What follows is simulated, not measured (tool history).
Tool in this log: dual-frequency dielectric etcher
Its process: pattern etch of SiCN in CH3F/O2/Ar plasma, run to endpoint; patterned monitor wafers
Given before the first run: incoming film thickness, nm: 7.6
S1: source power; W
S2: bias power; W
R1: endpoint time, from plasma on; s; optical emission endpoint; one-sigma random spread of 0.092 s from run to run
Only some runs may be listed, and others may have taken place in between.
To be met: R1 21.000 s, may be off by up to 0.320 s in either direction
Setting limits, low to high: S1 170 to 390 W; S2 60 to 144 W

run	day	S1	S2	R1
1	0.000	280	102	18.740
2	0.212	270	102	19.068
3	0.488	260	102	19.534
4	0.854	280	102	18.836
5	1.188	270	102	19.079
6	1.362	250	102	19.961
7	1.633	240	102	20.215
8	1.854	230	102	20.636

Next run, 5 choices. One meets every target within its allowed miss, the rest don't. Which?
A	2.075	180	136	?
B	2.075	260	94	?
C	2.075	210	104	?
D	2.075	220	111	?
E	2.075	230	104	?

move	R1
A	20.103
B	20.143
C	21.111
D	20.148
E	20.325
A: misses by more than the last run did
B: misses by more than the last run did
C: meets every target
D: misses by more than the last run did
E: misses by more than the last run did
Correct choice: C, which meets every target
